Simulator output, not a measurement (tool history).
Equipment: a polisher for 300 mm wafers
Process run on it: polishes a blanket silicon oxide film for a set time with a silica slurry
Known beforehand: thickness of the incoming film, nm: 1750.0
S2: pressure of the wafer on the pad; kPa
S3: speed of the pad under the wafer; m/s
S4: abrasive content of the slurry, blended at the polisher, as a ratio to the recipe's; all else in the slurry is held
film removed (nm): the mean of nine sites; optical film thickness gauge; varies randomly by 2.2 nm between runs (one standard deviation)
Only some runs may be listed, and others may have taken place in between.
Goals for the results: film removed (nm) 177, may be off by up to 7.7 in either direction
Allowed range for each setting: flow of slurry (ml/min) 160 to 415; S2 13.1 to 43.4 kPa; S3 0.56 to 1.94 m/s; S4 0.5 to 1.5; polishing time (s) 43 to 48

run 1 hour=0 | flow_of_slurry_(ml/min)=265 S2=28.3 S3=1.24 S4=1 polishing_time_(s)=48 | film_removed_(nm)=141.67
run 2 hour=2.1 | flow_of_slurry_(ml/min)=265 S2=29.6 S3=1.24 S4=1 polishing_time_(s)=48 | film_removed_(nm)=148.45
run 3 hour=5.8 | flow_of_slurry_(ml/min)=265 S2=29.6 S3=1.24 S4=1 polishing_time_(s)=43 | film_removed_(nm)=135.16
run 4 hour=14 | flow_of_slurry_(ml/min)=265 S2=31.7 S3=1.24 S4=1 polishing_time_(s)=43 | film_removed_(nm)=141.52
run 5 hour=19.3 | flow_of_slurry_(ml/min)=265 S2=31.7 S3=1.24 S4=0.85 polishing_time_(s)=43 | film_removed_(nm)=131.23
run 6 hour=20.3 | flow_of_slurry_(ml/min)=265 S2=31.7 S3=1.24 S4=0.85 polishing_time_(s)=43 | film_removed_(nm)=132.87
run 7 hour=24.1 | flow_of_slurry_(ml/min)=265 S2=33.8 S3=1.26 S4=0.85 polishing_time_(s)=43 | film_removed_(nm)=140.27
run 8 hour=26.5 | flow_of_slurry_(ml/min)=265 S2=33.8 S3=1.26 S4=0.85 polishing_time_(s)=43 | film_removed_(nm)=141.67

Below are 5 possible settings for the next run. Only one of them brings all results inside the allowed miss of their targets. Which is it?
run A hour=28.9 | flow_of_slurry_(ml/min)=300 S2=32.4 S3=1.34 S4=1 polishing_time_(s)=48 | film_removed_(nm)=?
run B hour=28.9 | flow_of_slurry_(ml/min)=215 S2=31.7 S3=1.5 S4=0.9 polishing_time_(s)=45 | film_removed_(nm)=?
run C hour=28.9 | flow_of_slurry_(ml/min)=275 S2=33.8 S3=1.22 S4=0.8 polishing_time_(s)=46 | film_removed_(nm)=?
run D hour=28.9 | flow_of_slurry_(ml/min)=265 S2=31 S3=0.8 S4=1.05 polishing_time_(s)=48 | film_removed_(nm)=?
run E hour=28.9 | flow_of_slurry_(ml/min)=230 S2=31 S3=1.24 S4=0.95 polishing_time_(s)=43 | film_removed_(nm)=?

move=A film_removed_(nm)=173
move=B film_removed_(nm)=160.05
move=C film_removed_(nm)=144.03
move=D film_removed_(nm)=113.03
move=E film_removed_(nm)=133.42
A: all results land within tolerance of their targets
B: gains on the last run, yet a result remains outside its allowed miss
C: gains on the last run, yet a result remains outside its allowed miss
D: further off than the last run
E: further off than the last run
The right move is A.
